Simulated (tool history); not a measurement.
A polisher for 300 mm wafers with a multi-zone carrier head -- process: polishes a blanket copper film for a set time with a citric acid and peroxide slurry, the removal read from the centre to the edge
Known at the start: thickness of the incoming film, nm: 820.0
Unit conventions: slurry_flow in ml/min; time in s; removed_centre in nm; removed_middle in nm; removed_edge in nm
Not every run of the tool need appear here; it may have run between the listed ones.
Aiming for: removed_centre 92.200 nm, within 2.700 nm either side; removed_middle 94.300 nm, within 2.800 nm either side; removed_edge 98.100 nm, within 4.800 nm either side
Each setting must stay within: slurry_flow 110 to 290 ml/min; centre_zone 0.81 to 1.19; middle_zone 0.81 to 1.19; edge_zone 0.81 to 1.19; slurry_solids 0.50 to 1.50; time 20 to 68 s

run	day	slurry_flow	centre_zone	middle_zone	edge_zone	slurry_solids	time	removed_centre	removed_middle	removed_edge
1	0.000	185	1.00	1.00	1.00	1.00	44	107.030	101.470	106.020
2	0.367	180	0.99	1.00	0.99	1.00	44	105.500	99.975	102.590
3	0.533	180	0.99	1.00	0.99	1.00	52	122.890	119.620	126.100
4	0.704	175	0.97	0.99	0.97	0.95	52	120.820	117.180	120.690
5	1.050	175	0.97	0.99	0.97	0.95	62	145.410	139.820	144.000
6	1.229	170	0.95	0.98	0.96	0.90	61	136.340	135.180	140.290
7	1.508	165	0.94	0.97	0.94	0.85	60	132.310	127.890	132.140
8	1.546	165	0.94	0.97	0.94	0.85	60	132.290	130.080	135.860
9	1.575	165	0.93	0.97	0.93	0.80	59	124.570	125.510	130.540
10	1.883	160	0.93	0.96	0.92	0.75	58	121.910	120.360	123.530
11	2.167	125	0.83	0.88	0.90	0.50	52	86.527	87.430	100.920
12	2.271	130	0.83	0.89	0.89	0.50	52	87.269	89.071	99.501
13	2.421	135	0.83	0.89	0.89	0.50	52	87.542	89.122	102.700
14	2.554	135	0.84	0.90	0.89	0.50	52	89.253	90.605	96.893
15	2.796	140	0.84	0.90	0.89	0.50	52	88.958	89.644	103.220

Which of these 5 next moves meets every target?
A	3.038	110	0.87	0.93	0.84	0.60	49	?	?	?
B	3.038	110	0.89	0.95	0.87	1.00	46	?	?	?
C	3.038	120	0.85	0.84	0.90	0.50	55	?	?	?
D	3.038	145	0.87	0.86	0.89	0.50	48	?	?	?
E	3.038	220	0.82	0.98	0.87	0.50	47	?	?	?

move	removed_centre	removed_middle	removed_edge
A	85.763	87.538	93.784
B	91.563	93.370	99.104
C	92.754	88.525	104.510
D	85.849	81.587	93.236
E	85.937	94.756	94.820
A: its largest miss is bigger than the last run's
B: every result lands within tolerance
C: its largest miss is bigger than the last run's
D: its largest miss is bigger than the last run's
E: meets the target for the result that was furthest off, but another lies outside its allowed miss
B is the move that brings every result within its allowed miss.

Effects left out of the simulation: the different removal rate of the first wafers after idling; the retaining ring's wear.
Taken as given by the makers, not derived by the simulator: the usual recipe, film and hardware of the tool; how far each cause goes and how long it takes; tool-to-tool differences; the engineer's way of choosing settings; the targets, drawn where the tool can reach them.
